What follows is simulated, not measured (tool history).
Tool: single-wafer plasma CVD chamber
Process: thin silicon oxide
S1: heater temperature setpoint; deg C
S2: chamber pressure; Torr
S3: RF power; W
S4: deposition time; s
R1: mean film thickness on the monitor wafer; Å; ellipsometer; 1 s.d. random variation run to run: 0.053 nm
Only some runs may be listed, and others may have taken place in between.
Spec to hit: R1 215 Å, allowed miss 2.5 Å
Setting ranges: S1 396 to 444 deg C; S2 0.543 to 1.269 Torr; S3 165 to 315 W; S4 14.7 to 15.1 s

run    day   S1     S2   S3    S4      R1
  1      0  420  0.906  240  14.7  271.46
  2  0.054  415  0.906  240  14.7  270.14
  3  0.154  415  0.906  230  14.7  264.34
  4  0.233  415  0.862  230  14.7  253.46
  5  0.304  415  0.952  230  14.7  274.38
  6  0.675  415  0.952  230  15.1  283.43
  7  1.029  415  0.889  230  15.1  267.09
  8  1.254  415  0.843  230  15.1  253.63
  9  1.442  415  0.811  230  15.1  246.82
 10   1.55  415   0.63  230  15.1  188.98
 11  1.912  415  0.649  230  15.1  195.47
 12  2.171  415  0.664  230  15.1  200.27
 13  2.508  415   0.75  230  15.1  228.35
 14  2.688  415   0.74  230  15.1  224.43
 15  2.867  415  0.733  230  15.1  222.76
 16  3.062  415  0.727  230  15.1  221.15
 17  3.279  415  0.722  230  15.1  219.31
 18  3.471  415  0.719  230  15.1  218.58

Which single option among these 4 for the next run brings every result within its allowed miss of target? Just one does.
  A  3.662  419  0.698  240  14.7   ?
  B  3.662  422  0.723  235  15.1   ?
  C  3.662  411   0.68  270  14.8   ?
  D  3.662  419  0.709  230  15.1   ?

move      R1
   A  210.98
   B  221.76
   C  221.51
   D  214.82
A: takes the biggest miss from the last run beyond its target
B: misses by more than the last run did
C: misses by more than the last run did
D: meets every target
Move D is the one to make.
